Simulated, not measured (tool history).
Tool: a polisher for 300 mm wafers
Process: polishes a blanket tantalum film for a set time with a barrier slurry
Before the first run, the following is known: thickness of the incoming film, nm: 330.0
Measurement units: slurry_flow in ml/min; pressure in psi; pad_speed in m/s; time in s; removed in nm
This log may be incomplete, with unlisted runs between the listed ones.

run,hour,slurry_flow,pressure,pad_speed,slurry_solids,time,removed
1,0.0,285,1.7,0.90,1.0,23,25.597
2,8.4,285,1.5,0.90,1.0,23,22.851
3,12.7,285,1.4,0.90,1.0,23,21.397
4,21.1,285,1.4,0.90,0.9,23,20.181
5,29.0,285,1.4,0.90,0.9,21,18.476
6,31.3,245,1.4,0.90,0.9,21,18.200

Run 7, settings as shown, results not yet in. Your forecast:
7,34.3,235,1.4,0.90,0.9,21,?

Run 7 gave removed 18.151 nm.
